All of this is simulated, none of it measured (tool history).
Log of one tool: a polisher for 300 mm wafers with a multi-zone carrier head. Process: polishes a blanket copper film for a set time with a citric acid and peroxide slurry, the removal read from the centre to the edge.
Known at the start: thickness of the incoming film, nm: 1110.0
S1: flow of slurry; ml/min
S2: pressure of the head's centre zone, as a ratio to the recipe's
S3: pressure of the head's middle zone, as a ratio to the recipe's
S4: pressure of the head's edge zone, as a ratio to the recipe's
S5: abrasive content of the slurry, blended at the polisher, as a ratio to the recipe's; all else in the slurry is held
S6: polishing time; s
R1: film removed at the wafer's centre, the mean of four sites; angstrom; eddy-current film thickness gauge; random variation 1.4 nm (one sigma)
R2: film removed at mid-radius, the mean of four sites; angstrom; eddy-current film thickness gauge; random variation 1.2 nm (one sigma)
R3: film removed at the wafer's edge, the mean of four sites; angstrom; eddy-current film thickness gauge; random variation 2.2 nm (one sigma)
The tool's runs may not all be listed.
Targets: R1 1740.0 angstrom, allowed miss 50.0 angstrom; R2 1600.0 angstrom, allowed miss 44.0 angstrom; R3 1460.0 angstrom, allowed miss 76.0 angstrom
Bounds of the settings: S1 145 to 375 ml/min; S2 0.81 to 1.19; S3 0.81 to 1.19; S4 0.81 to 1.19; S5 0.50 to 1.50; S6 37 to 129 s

| run | hour | S1 | S2 | S3 | S4 | S5 | S6 | R1 | R2 | R3 |
|---|---|---|---|---|---|---|---|---|---|---|
| 1 | 0.0 | 240 | 1.00 | 1.00 | 1.00 | 1.00 | 83 | 1853.7 | 1912.9 | 1834.4 |
| 2 | 7.0 | 240 | 1.01 | 0.99 | 0.97 | 0.95 | 83 | 1873.9 | 1837.8 | 1828.3 |
| 3 | 11.5 | 245 | 1.02 | 1.01 | 0.95 | 0.90 | 81 | 1843.1 | 1827.6 | 1748.9 |
| 4 | 18.3 | 245 | 1.03 | 1.02 | 0.93 | 0.85 | 80 | 1795.9 | 1797.4 | 1647.8 |
| 5 | 19.2 | 240 | 1.04 | 1.01 | 0.91 | 0.80 | 80 | 1740.8 | 1728.0 | 1662.5 |
| 6 | 27.6 | 240 | 1.04 | 1.01 | 0.91 | 0.95 | 80 | 1846.1 | 1830.9 | 1665.7 |
| 7 | 31.1 | 235 | 1.05 | 1.01 | 0.89 | 0.95 | 79 | 1857.2 | 1799.9 | 1684.0 |
| 8 | 37.4 | 250 | 1.06 | 1.01 | 0.88 | 0.90 | 78 | 1842.6 | 1729.5 | 1600.6 |
| 9 | 39.8 | 255 | 1.06 | 1.01 | 0.87 | 0.90 | 78 | 1842.0 | 1799.1 | 1636.1 |
| 10 | 41.4 | 245 | 1.07 | 1.01 | 0.86 | 0.90 | 78 | 1846.4 | 1760.4 | 1634.8 |
| 11 | 43.4 | 255 | 1.08 | 1.01 | 0.86 | 0.85 | 77 | 1800.3 | 1707.5 | 1516.5 |
| 12 | 44.3 | 255 | 1.08 | 1.01 | 0.86 | 0.85 | 77 | 1819.8 | 1706.8 | 1561.9 |

5 next moves are on the table. One of them brings every result within its allowed miss. Which?
| A | 45.2 | 195 | 1.06 | 1.01 | 0.81 | 0.85 | 82 | ? | ? | ? |
| B | 45.2 | 205 | 0.94 | 0.94 | 0.87 | 0.85 | 88 | ? | ? | ? |
| C | 45.2 | 280 | 1.11 | 1.02 | 0.88 | 0.65 | 77 | ? | ? | ? |
| D | 45.2 | 215 | 0.90 | 0.97 | 0.87 | 0.95 | 83 | ? | ? | ? |
| E | 45.2 | 185 | 1.01 | 0.94 | 0.88 | 0.75 | 85 | ? | ? | ? |

| move | R1 | R2 | R3 |
|---|---|---|---|
| A | 1824.1 | 1745.8 | 1570.4 |
| B | 1749.5 | 1779.4 | 1745.0 |
| C | 1745.2 | 1598.3 | 1454.6 |
| D | 1645.8 | 1794.0 | 1709.4 |
| E | 1715.1 | 1625.3 | 1609.2 |
A: further off than the last run
B: further off than the last run
C: meets every target
D: further off than the last run
E: brings the result that was furthest off to its target, and leaves another outside
Move C is the one to make.
